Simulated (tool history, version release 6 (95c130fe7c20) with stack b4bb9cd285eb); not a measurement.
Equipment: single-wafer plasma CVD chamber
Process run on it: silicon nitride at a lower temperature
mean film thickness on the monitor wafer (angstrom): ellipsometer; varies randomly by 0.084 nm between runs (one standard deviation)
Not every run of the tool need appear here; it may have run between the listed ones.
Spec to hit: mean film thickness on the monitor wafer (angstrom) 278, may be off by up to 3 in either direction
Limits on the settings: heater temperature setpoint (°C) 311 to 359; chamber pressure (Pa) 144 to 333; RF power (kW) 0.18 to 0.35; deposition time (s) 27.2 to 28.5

run    day  heater temperature setpoint (°C)  chamber pressure (Pa)  RF power (kW)  deposition time (s)  mean film thickness on the monitor wafer (angstrom)
  1      0                               335                    239          0.265                 28.5                                                  307
  2  0.175                               335                    215          0.265                 28.5                                               301.34
  3  0.408                               327                    215          0.265                 28.5                                               302.76
  4  0.608                               323                    215          0.265                 28.5                                               302.36
  5  0.629                               323                    240          0.265                 28.5                                               308.12
  6  0.675                               330                    240          0.265                 28.5                                               304.99
  7  0.825                               330                    223          0.255                 28.5                                               295.95
  8  0.867                               330                    204          0.255                 28.5                                               289.65
  9  1.092                               330                    192          0.255                 28.5                                               287.91
 10  1.225                               330                    181          0.255                 28.5                                               286.47
 11  1.462                               330                    172          0.255                 28.5                                               284.74
 12   1.55                               330                    165          0.255                 28.5                                               281.25

Of the 5 settings listed for the next run, only one would bring every result within its allowed miss of target. Which one?
  A  1.638                               332                    171           0.27                 27.8                                                    ?
  B  1.638                               338                    155          0.265                 28.5                                                    ?
  C  1.638                               326                    157           0.27                 28.1                                                    ?
  D  1.638                               337                    184          0.255                 27.6                                                    ?
  E  1.638                               327                    144          0.285                 27.3                                                    ?

move  mean film thickness on the monitor wafer (angstrom)
   A                                               285.77
   B                                                284.6
   C                                               285.84
   D                                               276.36
   E                                               283.41
A: lands further from the targets than the last run did
B: lands further from the targets than the last run did
C: lands further from the targets than the last run did
D: each result inside its tolerance
E: lands further from the targets than the last run did
D meets every target.

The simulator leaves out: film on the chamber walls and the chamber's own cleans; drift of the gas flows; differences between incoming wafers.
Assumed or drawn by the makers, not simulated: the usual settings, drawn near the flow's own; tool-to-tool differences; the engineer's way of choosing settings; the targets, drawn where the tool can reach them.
